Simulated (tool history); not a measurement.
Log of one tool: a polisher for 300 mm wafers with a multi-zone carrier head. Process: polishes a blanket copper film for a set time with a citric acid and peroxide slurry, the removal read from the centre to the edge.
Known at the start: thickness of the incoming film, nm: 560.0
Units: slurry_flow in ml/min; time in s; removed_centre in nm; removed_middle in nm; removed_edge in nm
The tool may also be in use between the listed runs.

run 1 day=0 | slurry_flow=250 centre_zone=1 middle_zone=1 edge_zone=1 slurry_solids=1 time=30 | removed_centre=63.479 removed_middle=64.815 removed_edge=63.189
run 2 day=0.046 | slurry_flow=295 centre_zone=1 middle_zone=1 edge_zone=1 slurry_solids=1 time=30 | removed_centre=64.441 removed_middle=65.303 removed_edge=64.198
run 3 day=0.3 | slurry_flow=285 centre_zone=1 middle_zone=0.99 edge_zone=0.96 slurry_solids=0.9 time=29 | removed_centre=62.029 removed_middle=62.541 removed_edge=59.304
run 4 day=0.588 | slurry_flow=275 centre_zone=0.99 middle_zone=0.96 edge_zone=0.94 slurry_solids=0.8 time=28 | removed_centre=56.778 removed_middle=56.572 removed_edge=55.628
run 5 day=0.75 | slurry_flow=270 centre_zone=0.99 middle_zone=0.95 edge_zone=0.92 slurry_solids=0.75 time=27 | removed_centre=53.17 removed_middle=53.042 removed_edge=52.066
run 6 day=1.021 | slurry_flow=270 centre_zone=0.99 middle_zone=0.95 edge_zone=0.84 slurry_solids=0.75 time=27 | removed_centre=54.204 removed_middle=52.395 removed_edge=50.136
run 7 day=1.075 | slurry_flow=265 centre_zone=0.99 middle_zone=0.95 edge_zone=0.83 slurry_solids=0.7 time=27 | removed_centre=52.869 removed_middle=51.534 removed_edge=48.397
run 8 day=1.125 | slurry_flow=255 centre_zone=0.99 middle_zone=0.94 edge_zone=0.83 slurry_solids=0.65 time=27 | removed_centre=52.105 removed_middle=50.709 removed_edge=47.7
run 9 day=1.379 | slurry_flow=245 centre_zone=0.99 middle_zone=0.93 edge_zone=0.83 slurry_solids=0.6 time=27 | removed_centre=52.301 removed_middle=49.676 removed_edge=47.041
run 10 day=1.483 | slurry_flow=235 centre_zone=0.98 middle_zone=0.92 edge_zone=0.83 slurry_solids=0.6 time=27 | removed_centre=52.322 removed_middle=49.309 removed_edge=47.189
run 11 day=1.55 | slurry_flow=230 centre_zone=0.97 middle_zone=0.91 edge_zone=0.82 slurry_solids=0.55 time=26 | removed_centre=47.354 removed_middle=45.954 removed_edge=43.876
run 12 day=1.812 | slurry_flow=225 centre_zone=0.97 middle_zone=0.91 edge_zone=0.82 slurry_solids=0.55 time=26 | removed_centre=47.8 removed_middle=46.181 removed_edge=44.319

Run 13 comes next. What will it give?
run 13 day=1.975 | slurry_flow=220 centre_zone=0.97 middle_zone=0.91 edge_zone=0.82 slurry_solids=0.55 time=26 | removed_centre=? removed_middle=? removed_edge=?

removed_centre: 47.7 nm
removed_middle: 45.325 nm
removed_edge: 44.467 nm

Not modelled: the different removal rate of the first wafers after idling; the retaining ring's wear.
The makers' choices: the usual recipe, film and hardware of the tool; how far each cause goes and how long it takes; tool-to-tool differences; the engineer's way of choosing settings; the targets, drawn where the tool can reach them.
